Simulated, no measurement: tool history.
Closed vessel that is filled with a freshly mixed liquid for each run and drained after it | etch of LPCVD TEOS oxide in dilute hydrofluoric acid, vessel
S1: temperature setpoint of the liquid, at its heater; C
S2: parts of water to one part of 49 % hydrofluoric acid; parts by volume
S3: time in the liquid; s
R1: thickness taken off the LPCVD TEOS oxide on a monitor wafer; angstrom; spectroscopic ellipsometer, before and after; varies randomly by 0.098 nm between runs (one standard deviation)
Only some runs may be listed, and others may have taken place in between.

run    day    S1   S2   S3      R1
  1  0.000  21.0  145  130  299.35
  2  0.304  20.0  150  130  276.81
  3  0.583  20.0  185  130  214.80
  4  0.950  20.0  155  130  267.35
  5  1.188  20.0  110  130  390.41
  6  1.454  20.0  140  130  297.07
  7  1.521  19.5  145  130  279.36
  8  1.879  19.0  150  130  263.44
  9  2.088  18.5  155  130  249.52
 10  2.162  18.5  155  130  247.19
 11  2.367  18.0  160  130  236.43

Forecast run 12:
 12  2.550  17.0  175  130   ?

{"run 12": {"R1": 202.12}}

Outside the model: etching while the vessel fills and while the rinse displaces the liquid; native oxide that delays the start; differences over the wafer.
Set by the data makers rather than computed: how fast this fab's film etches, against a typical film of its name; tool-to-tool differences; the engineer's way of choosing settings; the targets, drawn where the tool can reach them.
